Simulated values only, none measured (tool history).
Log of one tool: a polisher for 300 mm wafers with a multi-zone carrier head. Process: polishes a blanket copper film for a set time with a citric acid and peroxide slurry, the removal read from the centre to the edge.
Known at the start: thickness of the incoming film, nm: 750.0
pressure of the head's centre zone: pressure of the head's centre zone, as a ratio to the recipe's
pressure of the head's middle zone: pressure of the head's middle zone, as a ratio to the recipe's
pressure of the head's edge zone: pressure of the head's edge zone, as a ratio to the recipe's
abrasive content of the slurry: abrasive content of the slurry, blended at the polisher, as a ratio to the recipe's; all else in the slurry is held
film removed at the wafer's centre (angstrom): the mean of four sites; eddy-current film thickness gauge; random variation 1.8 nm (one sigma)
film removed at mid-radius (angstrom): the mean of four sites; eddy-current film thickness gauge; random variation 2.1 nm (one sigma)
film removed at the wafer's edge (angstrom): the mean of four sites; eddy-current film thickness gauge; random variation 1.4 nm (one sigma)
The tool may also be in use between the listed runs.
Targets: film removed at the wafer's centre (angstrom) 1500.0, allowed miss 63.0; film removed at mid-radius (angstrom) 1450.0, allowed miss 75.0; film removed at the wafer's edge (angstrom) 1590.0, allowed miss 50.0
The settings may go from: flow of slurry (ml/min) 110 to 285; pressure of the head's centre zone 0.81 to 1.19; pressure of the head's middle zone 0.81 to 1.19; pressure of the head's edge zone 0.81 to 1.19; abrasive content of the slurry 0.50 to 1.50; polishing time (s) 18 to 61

run    day  flow of slurry (ml/min)  pressure of the head's centre zone  pressure of the head's middle zone  pressure of the head's edge zone  abrasive content of the slurry  polishing time (s)  film removed at the wafer's centre (angstrom)  film removed at mid-radius (angstrom)  film removed at the wafer's edge (angstrom)
  1  0.000                      180                                1.00                                1.00                              1.00                            1.00                  39                                         1268.2                                 1262.3                                       1295.7
  2  0.133                      180                                1.00                                0.94                              1.00                            1.00                  39                                         1240.9                                 1172.8                                       1302.3
  3  0.433                      180                                1.00                                0.86                              1.00                            1.00                  39                                         1237.1                                 1108.8                                       1302.7
  4  0.717                      180                                1.00                                0.93                              1.00                            1.00                  39                                         1274.5                                 1197.7                                       1284.9
  5  0.833                      185                                1.00                                0.94                              1.02                            1.05                  39                                         1270.6                                 1176.0                                       1329.9
  6  1.171                      185                                1.00                                0.96                              1.03                            1.10                  39                                         1267.6                                 1189.1                                       1337.9
  7  1.446                      190                                1.00                                0.97                              1.03                            1.15                  39                                         1292.5                                 1244.0                                       1352.0
  8  1.792                      195                                1.00                                0.98                              1.04                            1.20                  39                                         1350.8                                 1295.5                                       1371.5
  9  2.125                      200                                1.00                                0.98                              1.05                            1.20                  39                                         1299.8                                 1246.5                                       1371.5
 10  2.154                      200                                1.00                                0.99                              1.06                            1.25                  39                                         1343.7                                 1319.2                                       1389.9
 11  2.500                      230                                1.00                                0.95                              1.16                            1.35                  41                                         1439.6                                 1356.5                                       1572.5
 12  2.833                      230                                1.00                                0.96                              1.16                            1.35                  41                                         1433.7                                 1386.1                                       1542.9

Which of these 5 next moves meets every target?
  A  3.167                      195                                1.00                                0.94                              1.14                            1.35                  41                                              ?                                      ?                                            ?
  B  3.167                      225                                1.08                                0.92                              1.16                            1.40                  40                                              ?                                      ?                                            ?
  C  3.167                      230                                0.96                                0.97                              1.14                            1.40                  39                                              ?                                      ?                                            ?
  D  3.167                      215                                0.98                                0.97                              1.07                            1.40                  43                                              ?                                      ?                                            ?
  E  3.167                      215                                1.00                                0.97                              1.08                            1.35                  39                                              ?                                      ?                                            ?

move  film removed at the wafer's centre (angstrom)  film removed at mid-radius (angstrom)  film removed at the wafer's edge (angstrom)
   A                                         1397.1                                 1346.9                                       1532.3
   B                                         1487.5                                 1316.6                                       1534.5
   C                                         1315.5                                 1345.2                                       1484.0
   D                                         1465.7                                 1474.2                                       1577.2
   E                                         1342.8                                 1327.5                                       1427.1
A: further off than the last run
B: brings the result that was furthest off to its target, and leaves another outside
C: further off than the last run
D: meets every target
E: further off than the last run
The right move is D.
